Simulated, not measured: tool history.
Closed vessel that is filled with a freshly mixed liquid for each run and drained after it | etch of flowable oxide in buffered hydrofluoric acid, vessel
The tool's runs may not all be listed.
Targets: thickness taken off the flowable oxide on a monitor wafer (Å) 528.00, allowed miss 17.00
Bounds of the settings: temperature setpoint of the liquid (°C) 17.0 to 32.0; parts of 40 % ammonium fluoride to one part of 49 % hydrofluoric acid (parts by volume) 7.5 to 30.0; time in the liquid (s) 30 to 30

| run | hour | temperature setpoint of the liquid (°C) | parts of 40 % ammonium fluoride to one part of 49 % hydrofluoric acid (parts by volume) | time in the liquid (s) | thickness taken off the flowable oxide on a monitor wafer (Å) |
|---|---|---|---|---|---|
| 1 | 0.0 | 25.0 | 21.0 | 30 | 637.09 |
| 2 | 4.1 | 25.0 | 21.0 | 30 | 637.72 |
| 3 | 7.4 | 24.0 | 21.0 | 30 | 602.20 |
| 4 | 10.7 | 24.0 | 16.0 | 30 | 767.23 |
| 5 | 15.2 | 22.5 | 16.0 | 30 | 700.45 |
| 6 | 21.0 | 22.5 | 13.0 | 30 | 860.82 |
| 7 | 24.8 | 21.0 | 14.0 | 30 | 746.74 |
| 8 | 32.1 | 20.0 | 15.0 | 30 | 661.88 |
| 9 | 41.2 | 19.5 | 15.5 | 30 | 619.98 |
| 10 | 43.5 | 19.0 | 15.5 | 30 | 592.17 |
| 11 | 52.1 | 18.5 | 15.5 | 30 | 581.97 |

4 next moves are on the table. One of them brings every result within its allowed miss. Which?
| A | 60.7 | 18.0 | 16.0 | 30 | ? |
| B | 60.7 | 17.0 | 17.0 | 30 | ? |
| C | 60.7 | 17.0 | 14.5 | 30 | ? |
| D | 60.7 | 18.0 | 16.5 | 30 | ? |

| move | thickness taken off the flowable oxide on a monitor wafer (Å) |
|---|---|
| A | 552.69 |
| B | 491.75 |
| C | 575.19 |
| D | 536.17 |
A: nearer than the last run, and not there yet
B: takes the result that was furthest off past its target
C: nearer than the last run, and not there yet
D: meets every target
Answer: D
